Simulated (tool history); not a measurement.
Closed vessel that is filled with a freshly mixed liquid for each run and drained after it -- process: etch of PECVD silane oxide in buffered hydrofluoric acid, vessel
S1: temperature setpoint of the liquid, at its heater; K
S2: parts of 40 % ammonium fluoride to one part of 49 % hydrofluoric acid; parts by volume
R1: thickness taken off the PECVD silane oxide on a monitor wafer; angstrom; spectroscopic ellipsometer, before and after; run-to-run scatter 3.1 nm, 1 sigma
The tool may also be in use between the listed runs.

Run 1, hour 0: S1 297.15 K, S2 11 parts by volume, time in the liquid (s) 100. Result: R1 1594.7 angstrom.
Run 2, hour 0.6: S1 298.15 K, S2 10.5 parts by volume, time in the liquid (s) 100. Result: R1 1764.7 angstrom.
Run 3, hour 7.7: S1 298.15 K, S2 13 parts by volume, time in the liquid (s) 100. Result: R1 1443.7 angstrom.
Run 4, hour 11.1: S1 299.15 K, S2 12 parts by volume, time in the liquid (s) 100. Result: R1 1642.3 angstrom.
Run 5, hour 13.7: S1 300.15 K, S2 11.5 parts by volume, time in the liquid (s) 100. Result: R1 1801.7 angstrom.
Run 6, hour 21.9: S1 300.65 K, S2 11 parts by volume, time in the liquid (s) 100. Result: R1 1916.5 angstrom.
Run 7, hour 30.5: S1 301.15 K, S2 10.5 parts by volume, time in the liquid (s) 100. Result: R1 2061.8 angstrom.
Run 8, hour 34.8: S1 301.65 K, S2 10 parts by volume, time in the liquid (s) 100. Result: R1 2180.2 angstrom.

Run 9 has not been measured yet. What should we expect?
Run 9, hour 37.4: S1 302.15 K, S2 9.5 parts by volume, time in the liquid (s) 100. Result: R1 ?.

{"run 9": {"R1": 2365.9}}
